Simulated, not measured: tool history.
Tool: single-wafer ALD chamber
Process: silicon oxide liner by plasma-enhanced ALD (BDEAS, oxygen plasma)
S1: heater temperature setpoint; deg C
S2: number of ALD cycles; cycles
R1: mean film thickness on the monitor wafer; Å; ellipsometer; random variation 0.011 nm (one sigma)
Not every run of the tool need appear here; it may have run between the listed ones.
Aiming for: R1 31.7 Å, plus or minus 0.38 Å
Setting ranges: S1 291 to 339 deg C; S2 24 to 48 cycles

run 1 hour=0 | S1=315 S2=36 | R1=28.436
run 2 hour=2.3 | S1=314 S2=36 | R1=28.607
run 3 hour=9.8 | S1=314 S2=41 | R1=32.474
run 4 hour=17.2 | S1=315 S2=41 | R1=32.688
run 5 hour=21.8 | S1=315 S2=37 | R1=29.361
run 6 hour=24.5 | S1=309 S2=37 | R1=29.749
run 7 hour=32.1 | S1=307 S2=37 | R1=29.802
run 8 hour=38.3 | S1=306 S2=37 | R1=29.962

Which of these 4 next moves meets every target?
run A hour=44.5 | S1=306 S2=40 | R1=?
run B hour=44.5 | S1=315 S2=35 | R1=?
run C hour=44.5 | S1=308 S2=41 | R1=?
run D hour=44.5 | S1=304 S2=39 | R1=?

move=A R1=32.299
move=B R1=27.854
move=C R1=33.001
move=D R1=31.593
A: the result that was furthest off in the last run now lies on the other side of its target
B: misses by more than the last run did
C: the result that was furthest off in the last run now lies on the other side of its target
D: every result within its allowed miss
Correct choice: D, which meets every target
